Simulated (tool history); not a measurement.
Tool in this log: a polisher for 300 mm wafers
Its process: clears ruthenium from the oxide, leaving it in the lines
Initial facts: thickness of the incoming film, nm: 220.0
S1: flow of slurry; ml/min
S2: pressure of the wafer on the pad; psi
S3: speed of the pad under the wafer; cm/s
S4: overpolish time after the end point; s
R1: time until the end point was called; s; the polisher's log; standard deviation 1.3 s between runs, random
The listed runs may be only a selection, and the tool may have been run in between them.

run	hour	S1	S2	S3	S4	R1
1	0	180	2.5	122	21	118.57
2	7.7	180	2.5	110	21	128.79
3	11.6	200	2.5	110	21	126.82
4	16.9	200	3	110	21	108.27
5	20.9	195	2.7	110	21	117.16
6	29.9	195	2.7	110	21	116.93
7	32.4	185	2.5	110	21	128.9
8	39.4	175	2.4	110	21	136.06
9	43.4	165	2.4	110	21	134.97
10	49.3	165	2.3	110	21	140.11
11	54.3	160	2.2	110	21	145.94

Run 12, settings as shown, results not yet in. Your forecast:
12	60.5	155	2.2	110	21	?

{"run 12": {"R1": 149.61}}
